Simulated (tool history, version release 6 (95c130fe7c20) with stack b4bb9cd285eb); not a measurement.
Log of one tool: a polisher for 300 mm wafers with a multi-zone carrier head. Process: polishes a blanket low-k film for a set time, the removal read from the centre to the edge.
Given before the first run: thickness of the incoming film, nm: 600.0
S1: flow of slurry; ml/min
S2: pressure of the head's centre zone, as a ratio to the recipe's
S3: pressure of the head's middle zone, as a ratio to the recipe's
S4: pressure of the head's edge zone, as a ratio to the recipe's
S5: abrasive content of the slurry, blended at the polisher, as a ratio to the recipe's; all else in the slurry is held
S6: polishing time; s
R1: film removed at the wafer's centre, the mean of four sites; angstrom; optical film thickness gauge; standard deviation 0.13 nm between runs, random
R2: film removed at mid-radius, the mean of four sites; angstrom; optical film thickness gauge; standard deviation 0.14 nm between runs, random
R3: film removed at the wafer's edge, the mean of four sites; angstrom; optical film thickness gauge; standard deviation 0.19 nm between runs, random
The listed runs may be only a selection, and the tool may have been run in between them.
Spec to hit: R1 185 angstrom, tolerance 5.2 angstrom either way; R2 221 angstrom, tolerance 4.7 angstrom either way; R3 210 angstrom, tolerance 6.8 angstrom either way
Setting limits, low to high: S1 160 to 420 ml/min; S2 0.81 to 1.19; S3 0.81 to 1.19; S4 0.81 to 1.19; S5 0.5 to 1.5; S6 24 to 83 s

run	day	S1	S2	S3	S4	S5	S6	R1	R2	R3
1	0	270	1	1	1	1	53	181.1	176.76	185.21
2	0.354	280	1	1.02	1.02	1	53	180.07	182.65	182.12
3	0.717	280	1	0.96	1.02	1	53	179.71	172.47	185.7
4	0.867	280	0.99	0.98	1.03	1.05	53	182.94	178.88	191
5	1.075	285	0.98	1	1.04	1.05	53	179.49	183.69	192.74
6	1.138	290	0.98	1.01	1.05	1.05	53	181.35	183.75	195.66
7	1.288	295	0.98	1.03	1.06	1.05	53	182.56	186.99	192.18
8	1.458	295	0.97	1.04	1.07	1.05	53	183.51	189.87	193.15
9	1.629	300	0.96	1.05	1.08	1.05	53	180.62	191.82	192.88
10	1.762	305	0.95	1.06	1.09	1.05	53	178.53	192.95	198.73
11	2.054	305	0.95	1.06	1.09	1.05	53	178.93	192.87	200.89
12	2.417	310	0.95	1.08	1.09	1.05	53	174.64	195.66	195.33
13	2.754	310	0.95	1.08	1.09	1.05	53	177.88	195.97	195.39
14	2.917	310	0.95	1.09	1.1	1.05	53	176.26	198.93	196.56
# day 3.067: slurry nozzle cleaned
15	3.067	375	0.97	1.17	1.17	1.1	53	196.22	224.91	214.83

Exercise: of the 5 proposed moves below, exactly one satisfies all targets within the stated allowed misses. Which move is it?
A	3.217	330	0.95	1.19	1.18	1.1	52	?	?	?
B	3.217	390	1.03	1.13	1.13	1.1	53	?	?	?
C	3.217	405	1.06	1.19	1.15	1	56	?	?	?
D	3.217	300	0.9	1.19	1.18	1.15	51	?	?	?
E	3.217	380	0.95	1.17	1.15	1.05	49	?	?	?

move	R1	R2	R3
A	187.92	223.09	209.32
B	210.65	220.18	210.86
C	221.56	235.05	216.96
D	175.9	220.76	207.47
E	176.03	205.74	192.85
A: every result lands within tolerance
B: moves away from the targets compared with the last run
C: moves away from the targets compared with the last run
D: takes the biggest miss from the last run beyond its target
E: takes the biggest miss from the last run beyond its target
Move A is the one to make.
